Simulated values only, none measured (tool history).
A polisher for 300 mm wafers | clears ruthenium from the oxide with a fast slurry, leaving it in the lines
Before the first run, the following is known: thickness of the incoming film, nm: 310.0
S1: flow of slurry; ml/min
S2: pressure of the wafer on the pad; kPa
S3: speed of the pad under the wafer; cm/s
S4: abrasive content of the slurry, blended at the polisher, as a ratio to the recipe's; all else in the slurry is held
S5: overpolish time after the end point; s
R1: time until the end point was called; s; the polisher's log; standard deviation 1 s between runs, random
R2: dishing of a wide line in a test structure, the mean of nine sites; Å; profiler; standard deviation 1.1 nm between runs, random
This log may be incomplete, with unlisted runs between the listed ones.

{"run": 1, "hour": 0.0, "S1": 310, "S2": 15.2, "S3": 116, "S4": 1.0, "S5": 25, "R1": 80.274, "R2": 692.65}
{"run": 2, "hour": 6.0, "S1": 310, "S2": 15.2, "S3": 132, "S4": 1.0, "S5": 25, "R1": 72.144, "R2": 754.06}
{"run": 3, "hour": 10.5, "S1": 310, "S2": 17.2, "S3": 132, "S4": 1.0, "S5": 25, "R1": 65.103, "R2": 815.94}
{"run": 4, "hour": 15.4, "S1": 310, "S2": 13.1, "S3": 132, "S4": 1.0, "S5": 25, "R1": 83.43, "R2": 687.98}
{"run": 5, "hour": 16.6, "S1": 310, "S2": 14.5, "S3": 134, "S4": 1.0, "S5": 27, "R1": 75.126, "R2": 793.51}
{"run": 6, "hour": 18.3, "S1": 350, "S2": 14.5, "S3": 134, "S4": 1.0, "S5": 27, "R1": 73.449, "R2": 777.1}

Run 7 has not been measured yet. What should we expect?
{"run": 7, "hour": 21.3, "S1": 330, "S2": 15.2, "S3": 136, "S4": 1.0, "S5": 28, "R1": "?", "R2": "?"}

{"run 7": {"R1": 71.596, "R2": 838.21}}

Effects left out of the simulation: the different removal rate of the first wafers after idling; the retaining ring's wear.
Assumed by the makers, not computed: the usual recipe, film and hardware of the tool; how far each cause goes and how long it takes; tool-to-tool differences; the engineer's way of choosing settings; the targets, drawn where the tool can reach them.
